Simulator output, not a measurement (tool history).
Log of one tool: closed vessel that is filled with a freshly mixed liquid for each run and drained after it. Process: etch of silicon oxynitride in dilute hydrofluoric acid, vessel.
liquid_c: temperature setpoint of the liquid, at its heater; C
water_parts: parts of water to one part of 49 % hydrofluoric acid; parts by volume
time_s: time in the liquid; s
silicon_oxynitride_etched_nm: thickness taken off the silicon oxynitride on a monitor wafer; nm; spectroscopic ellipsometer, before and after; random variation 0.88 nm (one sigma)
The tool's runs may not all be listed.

Run 1, hour 0.0: liquid_c 25.0 C, water_parts 255 parts by volume, time_s 3030 s. Result: silicon_oxynitride_etched_nm 38.828 nm.
Run 2, hour 5.8: liquid_c 25.0 C, water_parts 255 parts by volume, time_s 3030 s. Result: silicon_oxynitride_etched_nm 38.723 nm.
Run 3, hour 11.4: liquid_c 25.0 C, water_parts 340 parts by volume, time_s 3030 s. Result: silicon_oxynitride_etched_nm 27.120 nm.
Run 4, hour 17.8: liquid_c 22.0 C, water_parts 340 parts by volume, time_s 3030 s. Result: silicon_oxynitride_etched_nm 23.936 nm.
At hour 26.0: hydrofluoric acid flow meter replaced.
Run 5, hour 26.0: liquid_c 22.0 C, water_parts 430 parts by volume, time_s 3030 s. Result: silicon_oxynitride_etched_nm 20.389 nm.
Run 6, hour 27.9: liquid_c 23.5 C, water_parts 380 parts by volume, time_s 3055 s. Result: silicon_oxynitride_etched_nm 25.471 nm.
Run 7, hour 32.5: liquid_c 27.5 C, water_parts 275 parts by volume, time_s 3235 s. Result: silicon_oxynitride_etched_nm 46.866 nm.
Run 8, hour 41.3: liquid_c 28.0 C, water_parts 245 parts by volume, time_s 3235 s. Result: silicon_oxynitride_etched_nm 55.787 nm.
Run 9, hour 49.0: liquid_c 28.5 C, water_parts 225 parts by volume, time_s 3235 s. Result: silicon_oxynitride_etched_nm 63.047 nm.
Run 10, hour 55.3: liquid_c 29.0 C, water_parts 210 parts by volume, time_s 3235 s. Result: silicon_oxynitride_etched_nm 68.229 nm.

The next listed run, before its measurement:
Run 11, hour 63.4: liquid_c 33.0 C, water_parts 105 parts by volume, time_s 3235 s. Result: silicon_oxynitride_etched_nm ?.

silicon_oxynitride_etched_nm: 182.010 nm
